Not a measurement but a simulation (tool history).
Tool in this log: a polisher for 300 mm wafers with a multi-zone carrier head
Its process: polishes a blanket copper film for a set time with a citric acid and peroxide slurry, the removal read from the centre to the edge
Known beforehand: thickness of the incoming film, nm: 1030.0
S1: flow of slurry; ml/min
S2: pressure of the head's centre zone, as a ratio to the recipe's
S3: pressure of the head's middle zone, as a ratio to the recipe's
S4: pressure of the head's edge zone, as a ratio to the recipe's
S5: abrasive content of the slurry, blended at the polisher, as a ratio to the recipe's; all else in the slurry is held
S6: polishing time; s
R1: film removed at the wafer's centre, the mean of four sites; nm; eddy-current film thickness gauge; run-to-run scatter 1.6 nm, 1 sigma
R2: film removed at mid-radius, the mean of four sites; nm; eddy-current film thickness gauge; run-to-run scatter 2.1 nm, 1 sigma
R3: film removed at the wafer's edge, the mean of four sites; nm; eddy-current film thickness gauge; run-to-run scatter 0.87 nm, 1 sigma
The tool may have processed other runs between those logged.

run,hour,S1,S2,S3,S4,S5,S6,R1,R2,R3
1,0,170,1,1,1,1,64,149.84,150.38,144.51
2,6.3,165,0.97,1.01,1,1,64,140.58,147.7,144.94
3,13.8,160,0.96,1.03,0.99,1,64,143.7,145.71,144.24
4,21.2,160,0.96,1.03,0.99,1,71,156.72,168.19,158.65
5,29.3,160,1,1.03,0.99,1,71,162.16,165.14,159.87
6,31.2,160,1,1.03,1.05,1,71,160.59,165.1,162.14
7,40.2,155,0.97,1.05,1.04,0.95,71,156,166.15,160.66

Predict the results of run 8:
8,44.1,150,0.95,1.06,1.04,0.9,70,?,?,?

R1: 146.92 nm
R2: 161.32 nm
R3: 156.45 nm

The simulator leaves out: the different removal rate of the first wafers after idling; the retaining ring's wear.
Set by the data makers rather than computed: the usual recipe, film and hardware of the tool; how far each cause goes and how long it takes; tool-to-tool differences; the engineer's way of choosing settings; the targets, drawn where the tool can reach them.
